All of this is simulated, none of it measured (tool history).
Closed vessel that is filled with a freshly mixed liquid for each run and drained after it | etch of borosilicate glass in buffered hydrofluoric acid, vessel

run	day	temperature setpoint of the liquid (C)	parts of 40 % ammonium fluoride to one part of 49 % hydrofluoric acid (parts by volume)	time in the liquid (s)	thickness taken off the borosilicate glass on a monitor wafer (angstrom)
1	0	21	13	100	780.32
2	0.271	22.5	13	100	853.29
3	0.454	24	13	100	924.11
4	0.658	25	13	100	980.89
5	0.975	26	13	100	1024.8
6	1.108	24.5	13	100	946.91
7	1.204	25.5	13	100	988.32
8	1.467	25.5	13	100	997.29

The next listed run, before its measurement:
9	1.692	26	13	100	?

thickness taken off the borosilicate glass on a monitor wafer (angstrom): 1046.7

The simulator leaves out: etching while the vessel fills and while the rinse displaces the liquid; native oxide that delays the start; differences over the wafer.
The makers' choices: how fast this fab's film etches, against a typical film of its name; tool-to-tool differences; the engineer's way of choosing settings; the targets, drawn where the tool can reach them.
